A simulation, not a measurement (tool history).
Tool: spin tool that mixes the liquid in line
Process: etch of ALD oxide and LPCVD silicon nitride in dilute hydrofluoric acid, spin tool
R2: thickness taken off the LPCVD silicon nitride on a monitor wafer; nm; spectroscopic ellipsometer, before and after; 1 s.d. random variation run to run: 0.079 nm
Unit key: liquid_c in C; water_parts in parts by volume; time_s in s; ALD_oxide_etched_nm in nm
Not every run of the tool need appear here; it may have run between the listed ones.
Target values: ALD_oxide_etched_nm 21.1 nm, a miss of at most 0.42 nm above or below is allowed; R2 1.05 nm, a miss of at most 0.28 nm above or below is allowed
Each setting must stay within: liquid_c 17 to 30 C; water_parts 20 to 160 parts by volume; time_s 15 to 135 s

{"run": 1, "hour": 0.0, "liquid_c": 22, "water_parts": 90, "time_s": 70, "ALD_oxide_etched_nm": 8.3254, "R2": 0.39168}
{"run": 2, "hour": 8.7, "liquid_c": 23, "water_parts": 85, "time_s": 70, "ALD_oxide_etched_nm": 9.2826, "R2": 0.44417}
{"run": 3, "hour": 15.4, "liquid_c": 24, "water_parts": 80, "time_s": 70, "ALD_oxide_etched_nm": 10.331, "R2": 0.50896}
{"run": 4, "hour": 20.1, "liquid_c": 24.5, "water_parts": 75, "time_s": 70, "ALD_oxide_etched_nm": 11.233, "R2": 0.55873}
{"run": 5, "hour": 28.8, "liquid_c": 25, "water_parts": 70, "time_s": 70, "ALD_oxide_etched_nm": 12.377, "R2": 0.61239}
{"run": 6, "hour": 35.3, "liquid_c": 25, "water_parts": 90, "time_s": 70, "ALD_oxide_etched_nm": 9.355, "R2": 0.44956}
{"run": 7, "hour": 41.4, "liquid_c": 25.5, "water_parts": 85, "time_s": 70, "ALD_oxide_etched_nm": 10.242, "R2": 0.54302}
{"run": 8, "hour": 44.7, "liquid_c": 26, "water_parts": 80, "time_s": 70, "ALD_oxide_etched_nm": 11.195, "R2": 0.5978}
{"run": 9, "hour": 48.0, "liquid_c": 26.5, "water_parts": 75, "time_s": 70, "ALD_oxide_etched_nm": 12.049, "R2": 0.57438}
{"run": 10, "hour": 50.4, "liquid_c": 30, "water_parts": 40, "time_s": 70, "ALD_oxide_etched_nm": 27.76, "R2": 1.336}
{"run": 11, "hour": 52.2, "liquid_c": 29.5, "water_parts": 40, "time_s": 70, "ALD_oxide_etched_nm": 27.104, "R2": 1.4334}
{"run": 12, "hour": 55.3, "liquid_c": 25.5, "water_parts": 40, "time_s": 70, "ALD_oxide_etched_nm": 23.021, "R2": 1.0814}

4 next moves are on the table. One of them brings every result within its allowed miss. Which?
{"run": "A", "hour": 58.4, "liquid_c": 27.5, "water_parts": 50, "time_s": 75, "ALD_oxide_etched_nm": "?", "R2": "?"}
{"run": "B", "hour": 58.4, "liquid_c": 25.5, "water_parts": 50, "time_s": 85, "ALD_oxide_etched_nm": "?", "R2": "?"}
{"run": "C", "hour": 58.4, "liquid_c": 30, "water_parts": 55, "time_s": 70, "ALD_oxide_etched_nm": "?", "R2": "?"}
{"run": "D", "hour": 58.4, "liquid_c": 28, "water_parts": 60, "time_s": 85, "ALD_oxide_etched_nm": "?", "R2": "?"}

move=A ALD_oxide_etched_nm=21.041 R2=1.1546
move=B ALD_oxide_etched_nm=21.998 R2=1.1463
move=C ALD_oxide_etched_nm=19.562 R2=1.1538
move=D ALD_oxide_etched_nm=19.981 R2=1.1293
A: every result lands within tolerance
B: gains on the last run, yet a result remains outside its allowed miss
C: the result that was furthest off in the last run now lies on the other side of its target
D: the result that was furthest off in the last run now lies on the other side of its target
The right move is A.
